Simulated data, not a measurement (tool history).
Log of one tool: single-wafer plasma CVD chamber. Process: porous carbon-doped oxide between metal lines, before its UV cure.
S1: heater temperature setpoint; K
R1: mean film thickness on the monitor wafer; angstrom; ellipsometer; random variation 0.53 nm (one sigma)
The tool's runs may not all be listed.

Run 1, hour 0.0: S1 588.15 K, RF power (W) 395, deposition time (s) 22.5. Result: R1 898.05 angstrom.
Run 2, hour 0.5: S1 593.15 K, RF power (W) 395, deposition time (s) 22.5. Result: R1 870.35 angstrom.
Run 3, hour 8.0: S1 590.15 K, RF power (W) 400, deposition time (s) 22.5. Result: R1 892.08 angstrom.
Run 4, hour 16.6: S1 588.15 K, RF power (W) 405, deposition time (s) 22.5. Result: R1 911.20 angstrom.
Run 5, hour 18.3: S1 579.15 K, RF power (W) 405, deposition time (s) 22.5. Result: R1 967.68 angstrom.
Run 6, hour 22.5: S1 584.15 K, RF power (W) 405, deposition time (s) 22.5. Result: R1 930.64 angstrom.
Run 7, hour 23.1: S1 582.15 K, RF power (W) 410, deposition time (s) 22.5. Result: R1 962.28 angstrom.
Run 8, hour 32.1: S1 580.15 K, RF power (W) 410, deposition time (s) 22.5. Result: R1 961.41 angstrom.
Run 9, hour 37.6: S1 568.15 K, RF power (W) 470, deposition time (s) 22.5. Result: R1 1179.90 angstrom.
Run 10, hour 39.1: S1 569.15 K, RF power (W) 470, deposition time (s) 22.5. Result: R1 1153.00 angstrom.

The next listed run, before its measurement:
Run 11, hour 44.4: S1 570.15 K, RF power (W) 470, deposition time (s) 22.5. Result: R1 ?.

R1: 1151.70 angstrom
